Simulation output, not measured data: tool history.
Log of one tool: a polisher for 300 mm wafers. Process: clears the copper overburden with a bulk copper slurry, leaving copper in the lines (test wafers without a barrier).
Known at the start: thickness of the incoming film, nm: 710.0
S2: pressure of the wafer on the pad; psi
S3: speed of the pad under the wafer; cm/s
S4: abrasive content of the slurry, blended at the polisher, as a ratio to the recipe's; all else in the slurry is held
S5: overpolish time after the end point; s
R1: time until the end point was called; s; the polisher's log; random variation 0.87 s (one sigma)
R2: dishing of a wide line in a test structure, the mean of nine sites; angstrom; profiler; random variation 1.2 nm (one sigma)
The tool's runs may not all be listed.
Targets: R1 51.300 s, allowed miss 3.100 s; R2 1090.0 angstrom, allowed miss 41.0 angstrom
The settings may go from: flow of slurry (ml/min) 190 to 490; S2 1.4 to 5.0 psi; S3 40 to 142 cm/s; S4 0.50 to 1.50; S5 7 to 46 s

{"run": 1, "hour": 0.0, "flow of slurry (ml/min)": 315, "S2": 3.2, "S3": 90, "S4": 1.0, "S5": 24, "R1": 67.284, "R2": 1073.1}
{"run": 2, "hour": 4.6, "flow of slurry (ml/min)": 315, "S2": 3.3, "S3": 90, "S4": 1.0, "S5": 23, "R1": 65.715, "R2": 1069.7}
{"run": 3, "hour": 10.1, "flow of slurry (ml/min)": 315, "S2": 3.4, "S3": 90, "S4": 1.0, "S5": 22, "R1": 64.234, "R2": 1044.0}
{"run": 4, "hour": 18.8, "flow of slurry (ml/min)": 315, "S2": 3.5, "S3": 90, "S4": 1.0, "S5": 22, "R1": 61.032, "R2": 1073.7}
{"run": 5, "hour": 20.4, "flow of slurry (ml/min)": 315, "S2": 3.6, "S3": 90, "S4": 1.0, "S5": 22, "R1": 58.187, "R2": 1108.1}
{"run": 6, "hour": 28.8, "flow of slurry (ml/min)": 315, "S2": 3.6, "S3": 90, "S4": 0.9, "S5": 22, "R1": 60.367, "R2": 1092.3}
{"run": 7, "hour": 36.2, "flow of slurry (ml/min)": 315, "S2": 3.6, "S3": 90, "S4": 0.9, "S5": 21, "R1": 60.54, "R2": 1063.3}
{"run": 8, "hour": 40.0, "flow of slurry (ml/min)": 315, "S2": 3.6, "S3": 90, "S4": 0.9, "S5": 21, "R1": 59.073, "R2": 1062.8}
{"run": 9, "hour": 46.1, "flow of slurry (ml/min)": 315, "S2": 3.8, "S3": 90, "S4": 0.9, "S5": 20, "R1": 58.653, "R2": 1072.7}
{"run": 10, "hour": 47.4, "flow of slurry (ml/min)": 315, "S2": 3.9, "S3": 90, "S4": 0.9, "S5": 20, "R1": 56.92, "R2": 1094.9}

5 next moves are on the table. One of them brings every result within its allowed miss. Which?
{"run": "A", "hour": 48.7, "flow of slurry (ml/min)": 290, "S2": 4.6, "S3": 104, "S4": 0.65, "S5": 19, "R1": "?", "R2": "?"}
{"run": "B", "hour": 48.7, "flow of slurry (ml/min)": 330, "S2": 4.0, "S3": 96, "S4": 0.9, "S5": 24, "R1": "?", "R2": "?"}
{"run": "C", "hour": 48.7, "flow of slurry (ml/min)": 200, "S2": 4.6, "S3": 84, "S4": 1.3, "S5": 21, "R1": "?", "R2": "?"}
{"run": "D", "hour": 48.7, "flow of slurry (ml/min)": 350, "S2": 4.2, "S3": 90, "S4": 1.0, "S5": 18, "R1": "?", "R2": "?"}
{"run": "E", "hour": 48.7, "flow of slurry (ml/min)": 290, "S2": 4.0, "S3": 108, "S4": 0.9, "S5": 17, "R1": "?", "R2": "?"}

move=A R1=45.092 R2=1189.8
move=B R1=52.732 R2=1192.3
move=C R1=52.451 R2=1169.6
move=D R1=52.412 R2=1091.2
move=E R1=47.604 R2=1100.6
A: takes the result that was furthest off past its target
B: brings the result that was furthest off to its target, and leaves another outside
C: brings the result that was furthest off to its target, and leaves another outside
D: meets every target
E: takes the result that was furthest off past its target
Move D is the one to make.

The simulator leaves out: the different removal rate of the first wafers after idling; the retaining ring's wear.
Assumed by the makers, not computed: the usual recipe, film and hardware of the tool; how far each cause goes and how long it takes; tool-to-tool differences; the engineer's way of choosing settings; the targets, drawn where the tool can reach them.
